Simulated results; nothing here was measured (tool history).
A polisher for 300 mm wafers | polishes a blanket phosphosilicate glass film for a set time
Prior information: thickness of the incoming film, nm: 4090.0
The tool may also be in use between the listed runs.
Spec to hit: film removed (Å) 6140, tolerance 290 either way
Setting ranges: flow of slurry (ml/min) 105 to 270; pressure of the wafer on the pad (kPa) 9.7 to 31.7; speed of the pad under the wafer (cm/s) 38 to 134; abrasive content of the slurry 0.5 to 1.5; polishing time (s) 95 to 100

run,hour,flow of slurry (ml/min),pressure of the wafer on the pad (kPa),speed of the pad under the wafer (cm/s),abrasive content of the slurry,polishing time (s),film removed (Å)
1,0,175,20.7,86,1,95,7812.2
2,8.9,175,23.4,86,1,95,8666.2
3,15.3,175,22.8,86,1,95,8470.4
4,19.2,175,22.1,86,1,95,8054.3
5,25.1,175,21.4,86,1,95,7850.2
6,26.1,175,20.7,86,1,95,7672.6
7,34.1,175,20,86,1,95,7405.6
8,37.6,175,20,86,1,95,7481.8

4 next moves are on the table. One of them brings every result within its allowed miss. Which?
A,41.1,190,15.2,80,0.85,98,?
B,41.1,140,20,78,0.95,98,?
C,41.1,190,16.5,74,0.9,96,?
D,41.1,190,19.3,74,0.9,95,?

move,film removed (Å)
A,5505
B,6864.3
C,5541
D,6266.8
A: carries the result that was furthest off beyond its target, to the other side
B: gains on the last run, yet a result remains outside its allowed miss
C: carries the result that was furthest off beyond its target, to the other side
D: in spec on every target
Correct choice: D, which meets every target
